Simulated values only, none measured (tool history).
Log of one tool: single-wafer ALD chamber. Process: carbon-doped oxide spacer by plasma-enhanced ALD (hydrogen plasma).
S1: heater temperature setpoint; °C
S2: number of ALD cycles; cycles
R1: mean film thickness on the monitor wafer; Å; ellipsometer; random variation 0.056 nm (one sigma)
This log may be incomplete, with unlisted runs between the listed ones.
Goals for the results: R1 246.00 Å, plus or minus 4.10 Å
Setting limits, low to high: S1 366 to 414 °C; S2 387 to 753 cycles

Run 1, hour 0.0: S1 390 °C, S2 570 cycles. Result: R1 319.89 Å.
Run 2, hour 6.1: S1 390 °C, S2 652 cycles. Result: R1 365.03 Å.
Run 3, hour 10.8: S1 394 °C, S2 652 cycles. Result: R1 365.83 Å.
Run 4, hour 20.4: S1 394 °C, S2 683 cycles. Result: R1 382.67 Å.
Run 5, hour 28.2: S1 394 °C, S2 639 cycles. Result: R1 357.32 Å.
Run 6, hour 33.6: S1 390 °C, S2 639 cycles. Result: R1 357.25 Å.
Run 7, hour 37.2: S1 390 °C, S2 602 cycles. Result: R1 337.16 Å.
Run 8, hour 47.2: S1 390 °C, S2 571 cycles. Result: R1 319.97 Å.
Run 9, hour 52.6: S1 390 °C, S2 546 cycles. Result: R1 305.18 Å.
Run 10, hour 54.6: S1 390 °C, S2 526 cycles. Result: R1 294.87 Å.

Which of these 5 next moves meets every target?
Run A, hour 56.6: S1 404 °C, S2 463 cycles. Result: R1 ?.
Run B, hour 56.6: S1 387 °C, S2 465 cycles. Result: R1 ?.
Run C, hour 56.6: S1 399 °C, S2 437 cycles. Result: R1 ?.
Run D, hour 56.6: S1 379 °C, S2 476 cycles. Result: R1 ?.
Run E, hour 56.6: S1 396 °C, S2 395 cycles. Result: R1 ?.

move      R1
   A  254.83
   B  260.03
   C  244.37
   D  266.18
   E  220.88
A: closer than the last run, but not yet in spec
B: closer than the last run, but not yet in spec
C: hits every target within its allowed miss
D: closer than the last run, but not yet in spec
E: pushes the last run's worst result past its target
C meets every target.
